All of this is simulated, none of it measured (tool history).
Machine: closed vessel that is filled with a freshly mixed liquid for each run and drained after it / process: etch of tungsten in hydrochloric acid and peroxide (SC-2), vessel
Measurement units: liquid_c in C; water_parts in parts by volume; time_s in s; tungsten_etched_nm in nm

run	hour	liquid_c	water_parts	time_s	tungsten_etched_nm
1	0.0	58.0	8.5	30	11.5000
2	7.7	58.0	8.5	30	11.5900
3	9.5	62.0	8.5	30	14.6370
4	13.2	58.5	8.5	30	12.0510
5	18.5	58.5	10.5	30	10.0740
6	21.5	58.5	9.5	30	10.8170
7	28.2	50.5	9.5	30	6.4601
8	37.0	49.5	9.5	30	6.0108
9	38.3	48.5	9.5	30	5.7281
10	43.6	47.5	9.5	30	5.3127

Forecast run 11:
11	51.3	47.0	9.5	30	?

Logged for run 11: tungsten_etched_nm 5.1431 nm.

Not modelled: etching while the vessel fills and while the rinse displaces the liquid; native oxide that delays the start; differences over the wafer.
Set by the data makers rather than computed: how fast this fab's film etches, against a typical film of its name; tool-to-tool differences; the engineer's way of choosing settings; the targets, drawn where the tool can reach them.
